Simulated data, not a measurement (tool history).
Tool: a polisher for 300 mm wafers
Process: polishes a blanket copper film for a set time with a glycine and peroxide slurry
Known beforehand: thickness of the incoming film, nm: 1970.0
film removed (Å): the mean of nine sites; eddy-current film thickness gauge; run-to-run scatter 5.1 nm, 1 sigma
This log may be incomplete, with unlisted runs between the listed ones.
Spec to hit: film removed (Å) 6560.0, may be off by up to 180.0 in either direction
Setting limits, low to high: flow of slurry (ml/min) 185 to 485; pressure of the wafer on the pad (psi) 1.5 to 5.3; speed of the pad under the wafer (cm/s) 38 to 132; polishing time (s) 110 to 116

run  hour  flow of slurry (ml/min)  pressure of the wafer on the pad (psi)  speed of the pad under the wafer (cm/s)  polishing time (s)  film removed (Å)
  1   0.0                      310                                     3.4                                       84                 110            4991.4
  2   2.4                      255                                     3.4                                       84                 110            4878.2
  3   5.3                      290                                     3.4                                       84                 110            4933.0
  4   8.2                      290                                     3.8                                       84                 110            5501.7
  5  10.8                      290                                     3.8                                       68                 110            4568.6
  6  12.2                      295                                     4.0                                       68                 110            4805.6
  7  16.6                      300                                     4.2                                       68                 110            4941.8
  8  24.6                      300                                     4.3                                       68                 110            5088.6

Of the 4 settings listed for the next run, only one would bring every result within its allowed miss of target. Which one?
  A  32.6                      245                                     5.3                                       72                 116                 ?
  B  32.6                      275                                     2.4                                       76                 110                 ?
  C  32.6                      185                                     4.4                                       58                 110                 ?
  D  32.6                      265                                     4.6                                       44                 110                 ?

move  film removed (Å)
   A            6535.8
   B            3564.1
   C            4273.4
   D            3735.3
A: all results land within tolerance of their targets
B: misses by more than the last run did
C: misses by more than the last run did
D: misses by more than the last run did
A is the move that brings every result within its allowed miss.
